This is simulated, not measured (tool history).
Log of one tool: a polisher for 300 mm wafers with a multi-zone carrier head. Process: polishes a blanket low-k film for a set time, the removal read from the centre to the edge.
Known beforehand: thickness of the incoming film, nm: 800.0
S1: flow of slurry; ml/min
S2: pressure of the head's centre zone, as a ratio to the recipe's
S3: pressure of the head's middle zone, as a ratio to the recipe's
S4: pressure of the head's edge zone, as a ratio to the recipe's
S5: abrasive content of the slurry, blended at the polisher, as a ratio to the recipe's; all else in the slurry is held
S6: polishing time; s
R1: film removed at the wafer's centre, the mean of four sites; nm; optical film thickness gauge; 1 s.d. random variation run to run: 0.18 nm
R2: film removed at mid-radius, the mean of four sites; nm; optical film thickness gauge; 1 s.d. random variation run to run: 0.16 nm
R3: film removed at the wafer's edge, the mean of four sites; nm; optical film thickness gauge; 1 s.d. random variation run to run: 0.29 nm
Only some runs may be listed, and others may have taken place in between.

| run | hour | S1 | S2 | S3 | S4 | S5 | S6 | R1 | R2 | R3 |
|---|---|---|---|---|---|---|---|---|---|---|
| 1 | 0 | 220 | 1 | 1 | 1 | 1 | 83 | 29.613 | 29.175 | 29.256 |
| 2 | 1.3 | 220 | 1 | 1 | 0.93 | 1 | 83 | 29.609 | 29.318 | 28.7 |
| 3 | 9.5 | 220 | 1 | 1 | 0.93 | 1 | 102 | 36.596 | 35.893 | 35.542 |
| 4 | 17.8 | 220 | 1 | 1 | 0.98 | 1 | 102 | 36.498 | 35.368 | 35.396 |
| 5 | 18.3 | 220 | 1.04 | 1 | 0.98 | 1 | 102 | 38.15 | 35.476 | 35.622 |
| 6 | 22.1 | 220 | 1.04 | 1 | 1.06 | 1 | 102 | 37.814 | 36.301 | 36.845 |

What will run 7 give?
| 7 | 24.2 | 220 | 1.03 | 1.02 | 1.03 | 0.9 | 99 | ? | ? | ? |

{"run 7": {"R1": 35.205, "R2": 34.103, "R3": 33.887}}
